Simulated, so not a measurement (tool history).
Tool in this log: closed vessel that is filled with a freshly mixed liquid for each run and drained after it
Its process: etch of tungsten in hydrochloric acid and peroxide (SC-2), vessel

| run | day | temperature setpoint of the liquid (K) | parts of water to one part each of 37 % hydrochloric acid and 30 % peroxide (parts by volume) | time in the liquid (s) | thickness taken off the tungsten on a monitor wafer (Å) |
|---|---|---|---|---|---|
| 1 | 0.000 | 319.15 | 10 | 105 | 153.84 |
| 2 | 0.138 | 319.15 | 7 | 105 | 207.38 |
| 3 | 0.338 | 319.15 | 4 | 105 | 308.52 |
| 4 | 0.446 | 319.15 | 4 | 110 | 318.72 |
| 5 | 0.796 | 314.65 | 4 | 110 | 241.65 |
| 6 | 1.038 | 314.65 | 4 | 105 | 230.17 |
| 7 | 1.096 | 317.15 | 4 | 105 | 271.56 |
| 8 | 1.450 | 325.15 | 4 | 105 | 460.35 |

Predict the results of run 9:
| 9 | 1.596 | 325.65 | 4 | 105 | ? |

For run 9 the tool returned thickness taken off the tungsten on a monitor wafer (Å) 478.94.
